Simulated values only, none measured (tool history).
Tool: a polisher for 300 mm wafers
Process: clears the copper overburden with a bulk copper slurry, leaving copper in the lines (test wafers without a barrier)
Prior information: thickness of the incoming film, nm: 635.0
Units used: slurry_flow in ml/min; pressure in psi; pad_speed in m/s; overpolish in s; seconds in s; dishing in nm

run 1 hour=0 | slurry_flow=190 pressure=2.2 pad_speed=1.1 slurry_solids=1 overpolish=12 | seconds=90.509 dishing=49.737
run 2 hour=7.2 | slurry_flow=190 pressure=2.2 pad_speed=1.1 slurry_solids=0.8 overpolish=12 | seconds=92.69 dishing=47.568
run 3 hour=15.4 | slurry_flow=190 pressure=2.5 pad_speed=1.1 slurry_solids=0.8 overpolish=12 | seconds=82.93 dishing=50.274
run 4 hour=21.9 | slurry_flow=185 pressure=2.4 pad_speed=1.02 slurry_solids=0.75 overpolish=11 | seconds=92.457 dishing=45.327
run 5 hour=28.1 | slurry_flow=210 pressure=2.4 pad_speed=1.02 slurry_solids=0.75 overpolish=11 | seconds=89.497 dishing=45.135
run 6 hour=30.5 | slurry_flow=210 pressure=2.9 pad_speed=1.02 slurry_solids=0.75 overpolish=11 | seconds=75.301 dishing=53.618
run 7 hour=36.6 | slurry_flow=210 pressure=2.7 pad_speed=0.96 slurry_solids=0.7 overpolish=10 | seconds=89.345 dishing=44.645
run 8 hour=43.7 | slurry_flow=215 pressure=2.5 pad_speed=0.94 slurry_solids=0.65 overpolish=9 | seconds=95.369 dishing=39.346
run 9 hour=51.1 | slurry_flow=205 pressure=1.9 pad_speed=0.64 slurry_solids=0.6 overpolish=4 | seconds=192.29 dishing=11.468
run 10 hour=53.9 | slurry_flow=200 pressure=1.9 pad_speed=0.64 slurry_solids=0.6 overpolish=5 | seconds=186.19 dishing=14.348
run 11 hour=60.8 | slurry_flow=195 pressure=1.9 pad_speed=0.64 slurry_solids=0.6 overpolish=5 | seconds=182.03 dishing=14.333
run 12 hour=64.6 | slurry_flow=200 pressure=1.7 pad_speed=0.6 slurry_solids=0.6 overpolish=11 | seconds=226.94 dishing=23.246

Run 13 comes next. What will it give?
run 13 hour=73.3 | slurry_flow=205 pressure=1.7 pad_speed=0.62 slurry_solids=0.65 overpolish=9 | seconds=? dishing=?

Logged for run 13: seconds 207.28 s, dishing 20.237 nm.
